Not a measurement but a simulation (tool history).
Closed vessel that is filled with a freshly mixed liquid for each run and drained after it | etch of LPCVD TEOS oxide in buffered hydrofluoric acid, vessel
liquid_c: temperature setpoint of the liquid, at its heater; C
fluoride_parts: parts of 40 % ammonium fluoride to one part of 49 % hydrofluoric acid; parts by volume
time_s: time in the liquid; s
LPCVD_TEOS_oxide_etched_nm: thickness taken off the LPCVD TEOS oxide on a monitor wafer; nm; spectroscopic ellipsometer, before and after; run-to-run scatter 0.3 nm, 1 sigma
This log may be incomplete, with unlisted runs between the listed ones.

run    day  liquid_c  fluoride_parts  time_s  LPCVD_TEOS_oxide_etched_nm
  1      0        22              18      30                       30.86
  2  0.229        20              18      30                      27.446
  3  0.458        20              15      30                      33.034
  4  0.583        21              15      30                      34.988
  5  0.838        21            10.5      30                      49.851
     1.133  -- hydrofluoric acid flow meter replaced
  6  1.133      20.5            10.5      30                      45.519

Run 7 comes next. What will it give?
  7  1.504        20            10.5      30                           ?

LPCVD_TEOS_oxide_etched_nm: 44.657 nm
